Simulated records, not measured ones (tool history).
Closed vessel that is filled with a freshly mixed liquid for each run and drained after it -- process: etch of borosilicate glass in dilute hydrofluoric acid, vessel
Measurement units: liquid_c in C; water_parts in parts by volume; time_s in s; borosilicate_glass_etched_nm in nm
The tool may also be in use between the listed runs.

Run 1, hour 0.0: liquid_c 24.0 C, water_parts 125 parts by volume, time_s 120 s. Result: borosilicate_glass_etched_nm 17.200 nm.
Run 2, hour 8.8: liquid_c 25.5 C, water_parts 115 parts by volume, time_s 120 s. Result: borosilicate_glass_etched_nm 20.263 nm.
Run 3, hour 13.0: liquid_c 25.5 C, water_parts 115 parts by volume, time_s 130 s. Result: borosilicate_glass_etched_nm 21.391 nm.
Run 4, hour 21.7: liquid_c 25.5 C, water_parts 85 parts by volume, time_s 130 s. Result: borosilicate_glass_etched_nm 30.112 nm.
Run 5, hour 27.3: liquid_c 25.5 C, water_parts 85 parts by volume, time_s 130 s. Result: borosilicate_glass_etched_nm 30.547 nm.
Run 6, hour 36.3: liquid_c 25.5 C, water_parts 85 parts by volume, time_s 120 s. Result: borosilicate_glass_etched_nm 27.768 nm.
Run 7, hour 39.2: liquid_c 27.0 C, water_parts 85 parts by volume, time_s 120 s. Result: borosilicate_glass_etched_nm 29.278 nm.
Run 8, hour 46.9: liquid_c 28.0 C, water_parts 85 parts by volume, time_s 120 s. Result: borosilicate_glass_etched_nm 30.839 nm.
Run 9, hour 54.3: liquid_c 28.5 C, water_parts 85 parts by volume, time_s 120 s. Result: borosilicate_glass_etched_nm 31.065 nm.
Run 10, hour 58.3: liquid_c 29.0 C, water_parts 85 parts by volume, time_s 120 s. Result: borosilicate_glass_etched_nm 32.506 nm.
Run 11, hour 64.7: liquid_c 29.5 C, water_parts 85 parts by volume, time_s 120 s. Result: borosilicate_glass_etched_nm 33.218 nm.

Predict the results of run 12:
Run 12, hour 68.3: liquid_c 30.0 C, water_parts 85 parts by volume, time_s 120 s. Result: borosilicate_glass_etched_nm ?.

{"run 12": {"borosilicate_glass_etched_nm": 33.143}}

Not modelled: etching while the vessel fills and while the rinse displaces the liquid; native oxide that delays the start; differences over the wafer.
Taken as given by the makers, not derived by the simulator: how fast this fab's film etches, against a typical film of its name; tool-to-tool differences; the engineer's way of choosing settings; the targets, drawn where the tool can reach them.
